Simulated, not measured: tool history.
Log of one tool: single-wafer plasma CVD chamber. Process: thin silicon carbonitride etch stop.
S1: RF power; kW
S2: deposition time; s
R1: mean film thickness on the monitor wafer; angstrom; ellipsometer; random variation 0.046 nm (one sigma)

run 1 hour=0.0 | S1=0.270 S2=16.1 | R1=104.860
run 2 hour=4.2 | S1=0.240 S2=16.1 | R1=101.010
run 3 hour=5.4 | S1=0.240 S2=17.5 | R1=110.490
run 4 hour=9.5 | S1=0.240 S2=16.4 | R1=102.820
run 5 hour=12.5 | S1=0.240 S2=14.6 | R1=91.765
run 6 hour=17.7 | S1=0.220 S2=14.6 | R1=88.879
run 7 hour=25.9 | S1=0.230 S2=15.0 | R1=93.347
run 8 hour=29.8 | S1=0.240 S2=15.4 | R1=97.243

Run 9 has not been measured yet. What should we expect?
run 9 hour=35.5 | S1=0.240 S2=15.4 | R1=?

R1: 96.459 angstrom

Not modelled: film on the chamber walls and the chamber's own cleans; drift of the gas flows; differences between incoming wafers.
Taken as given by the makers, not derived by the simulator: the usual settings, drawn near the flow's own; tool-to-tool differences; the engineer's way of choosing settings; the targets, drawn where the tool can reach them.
